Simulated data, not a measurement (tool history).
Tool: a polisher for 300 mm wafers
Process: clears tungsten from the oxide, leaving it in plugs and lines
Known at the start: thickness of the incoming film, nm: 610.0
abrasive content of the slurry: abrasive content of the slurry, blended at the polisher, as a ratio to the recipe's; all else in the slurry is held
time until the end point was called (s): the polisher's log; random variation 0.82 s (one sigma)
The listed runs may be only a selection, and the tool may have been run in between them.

| run | hour | flow of slurry (ml/min) | pressure of the wafer on the pad (kPa) | speed of the pad under the wafer (cm/s) | abrasive content of the slurry | overpolish time after the end point (s) | time until the end point was called (s) |
|---|---|---|---|---|---|---|---|
| 1 | 0.0 | 135 | 20.0 | 128 | 1.0 | 10 | 119.040 |
| 2 | 4.4 | 135 | 20.0 | 128 | 1.1 | 10 | 116.330 |
| 3 | 11.1 | 140 | 22.1 | 128 | 1.1 | 10 | 102.920 |
| 4 | 13.7 | 140 | 22.1 | 160 | 1.1 | 10 | 86.686 |
| 5 | 21.7 | 140 | 22.1 | 160 | 0.9 | 10 | 89.564 |
| 6 | 27.1 | 145 | 22.8 | 160 | 0.9 | 10 | 86.118 |
| 7 | 34.2 | 150 | 23.4 | 160 | 0.9 | 10 | 86.205 |

The next listed run, before its measurement:
| 8 | 36.9 | 150 | 24.1 | 160 | 0.9 | 10 | ? |

Run 8 came out at time until the end point was called (s) 81.843.
